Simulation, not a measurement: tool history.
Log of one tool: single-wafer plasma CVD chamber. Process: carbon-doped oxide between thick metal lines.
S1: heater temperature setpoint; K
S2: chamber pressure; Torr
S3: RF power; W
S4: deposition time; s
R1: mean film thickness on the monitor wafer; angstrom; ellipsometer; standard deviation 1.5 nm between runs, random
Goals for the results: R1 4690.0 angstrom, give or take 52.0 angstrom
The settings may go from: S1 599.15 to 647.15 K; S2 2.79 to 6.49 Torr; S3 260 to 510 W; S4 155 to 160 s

run    day      S1    S2   S3   S4      R1
  1  0.000  623.15  4.64  385  155  6274.4
  2  0.354  625.15  4.44  375  155  6028.3
  3  0.525  627.15  4.25  370  155  5914.3
  4  0.754  627.15  4.25  420  155  6636.1
  5  1.012  627.15  4.25  370  155  5912.4
  6  1.096  629.15  4.09  365  155  5757.5
  7  1.133  629.15  4.09  365  155  5760.7
  8  1.425  631.15  3.95  360  155  5609.7
  9  1.779  633.15  3.82  355  155  5467.7
 10  2.104  634.15  3.71  350  155  5386.5
 11  2.388  635.15  3.61  345  155  5242.4
 12  2.612  636.15  3.52  345  155  5223.8
 13  2.696  637.15  3.44  345  155  5176.6
     2.996  -- capacitance manometer re-zeroed and calibrated
 14  2.996  638.15  3.37  345  155  5108.3
 15  3.050  639.15  3.30  345  155  5121.4
 16  3.258  640.15  3.24  345  155  5087.7
 17  3.412  641.15  3.19  345  155  5053.2
 18  3.446  642.15  3.14  345  155  5006.3
 19  3.800  642.15  3.10  345  155  5059.8
 20  3.850  642.15  3.06  345  155  5013.7
 21  4.104  642.15  3.03  345  155  5040.3
 22  4.171  643.15  3.01  345  155  4990.8
 23  4.296  643.15  2.99  345  155  4997.8
 24  4.658  643.15  2.97  345  155  5020.2
 25  4.758  647.15  2.79  310  155  4393.4
 26  4.908  635.15  2.93  310  155  4547.1
 27  5.167  634.15  2.97  310  155  4561.4

Of the 5 settings listed for the next run, only one would bring every result within its allowed miss of target. Which one?
  A  5.425  643.15  3.35  310  158   ?
  B  5.425  646.15  3.67  310  160   ?
  C  5.425  642.15  2.79  310  160   ?
  D  5.425  638.15  3.44  315  160   ?
  E  5.425  629.15  2.94  315  160   ?

move      R1
   A  4616.3
   B  4690.6
   C  4604.6
   D  4829.8
   E  4861.8
A: nearer than the last run, and not there yet
B: all results land within tolerance of their targets
C: nearer than the last run, and not there yet
D: moves the result that the last run missed by most past its target, out the other side
E: moves the result that the last run missed by most past its target, out the other side
Answer: B
